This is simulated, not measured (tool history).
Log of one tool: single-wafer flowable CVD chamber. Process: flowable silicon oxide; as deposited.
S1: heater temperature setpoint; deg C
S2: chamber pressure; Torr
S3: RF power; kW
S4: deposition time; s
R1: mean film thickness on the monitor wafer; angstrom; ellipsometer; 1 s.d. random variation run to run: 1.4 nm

{"run": 1, "hour": 0.0, "S1": 95, "S2": 0.619, "S3": 1.655, "S4": 463, "R1": 2006.2}
{"run": 2, "hour": 3.5, "S1": 93, "S2": 0.619, "S3": 1.655, "S4": 463, "R1": 2152.4}
{"run": 3, "hour": 8.6, "S1": 103, "S2": 0.619, "S3": 1.655, "S4": 463, "R1": 1507.3}
{"run": 4, "hour": 11.9, "S1": 103, "S2": 0.559, "S3": 1.655, "S4": 463, "R1": 1375.5}
{"run": 5, "hour": 14.6, "S1": 110, "S2": 0.559, "S3": 1.655, "S4": 463, "R1": 1084.1}
{"run": 6, "hour": 21.8, "S1": 106, "S2": 0.559, "S3": 1.655, "S4": 463, "R1": 1226.3}
{"run": 7, "hour": 29.5, "S1": 102, "S2": 0.559, "S3": 1.655, "S4": 463, "R1": 1425.3}
{"run": 8, "hour": 32.1, "S1": 99, "S2": 0.559, "S3": 1.655, "S4": 463, "R1": 1568.9}
{"run": 9, "hour": 39.1, "S1": 96, "S2": 0.559, "S3": 1.655, "S4": 463, "R1": 1741.7}

The next listed run, before its measurement:
{"run": 10, "hour": 44.7, "S1": 94, "S2": 0.559, "S3": 1.655, "S4": 463, "R1": "?"}

{"run 10": {"R1": 1875.8}}
